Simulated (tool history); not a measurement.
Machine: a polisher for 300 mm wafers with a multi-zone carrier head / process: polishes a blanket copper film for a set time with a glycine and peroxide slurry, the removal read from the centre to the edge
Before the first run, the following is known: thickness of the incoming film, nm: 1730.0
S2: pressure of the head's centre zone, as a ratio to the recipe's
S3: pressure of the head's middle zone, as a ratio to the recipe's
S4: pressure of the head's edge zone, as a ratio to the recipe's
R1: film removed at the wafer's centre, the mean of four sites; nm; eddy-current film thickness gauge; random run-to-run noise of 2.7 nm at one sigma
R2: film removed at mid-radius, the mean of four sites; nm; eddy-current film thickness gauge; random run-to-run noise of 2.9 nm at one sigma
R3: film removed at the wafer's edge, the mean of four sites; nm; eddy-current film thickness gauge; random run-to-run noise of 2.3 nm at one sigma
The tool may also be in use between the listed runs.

Run 1, hour 0.0: flow of slurry (ml/min) 310, S2 1.00, S3 1.00, S4 1.00, polishing time (s) 47. Result: R1 157.91 nm, R2 159.26 nm, R3 156.01 nm.
Run 2, hour 8.1: flow of slurry (ml/min) 310, S2 1.00, S3 0.93, S4 1.00, polishing time (s) 47. Result: R1 155.65 nm, R2 150.95 nm, R3 154.19 nm.
Run 3, hour 11.3: flow of slurry (ml/min) 310, S2 1.00, S3 0.93, S4 0.96, polishing time (s) 47. Result: R1 157.27 nm, R2 151.61 nm, R3 149.96 nm.
Run 4, hour 12.8: flow of slurry (ml/min) 320, S2 1.05, S3 0.95, S4 0.97, polishing time (s) 51. Result: R1 178.69 nm, R2 169.38 nm, R3 166.69 nm.
Run 5, hour 18.2: flow of slurry (ml/min) 360, S2 1.05, S3 0.95, S4 0.97, polishing time (s) 51. Result: R1 180.93 nm, R2 168.24 nm, R3 165.70 nm.
Run 6, hour 22.6: flow of slurry (ml/min) 360, S2 1.05, S3 0.89, S4 0.97, polishing time (s) 51. Result: R1 183.19 nm, R2 159.54 nm, R3 169.50 nm.
Run 7, hour 28.8: flow of slurry (ml/min) 365, S2 1.08, S3 0.91, S4 0.96, polishing time (s) 54. Result: R1 196.30 nm, R2 170.55 nm, R3 179.68 nm.
Run 8, hour 36.7: flow of slurry (ml/min) 380, S2 1.11, S3 0.93, S4 0.94, polishing time (s) 56. Result: R1 210.51 nm, R2 181.96 nm, R3 184.34 nm.

Run 9 is up next; what results do you expect?
Run 9, hour 40.7: flow of slurry (ml/min) 390, S2 1.13, S3 0.94, S4 0.93, polishing time (s) 58. Result: R1 ?, R2 ?, R3 ?.

R1: 221.26 nm
R2: 189.34 nm
R3: 187.54 nm
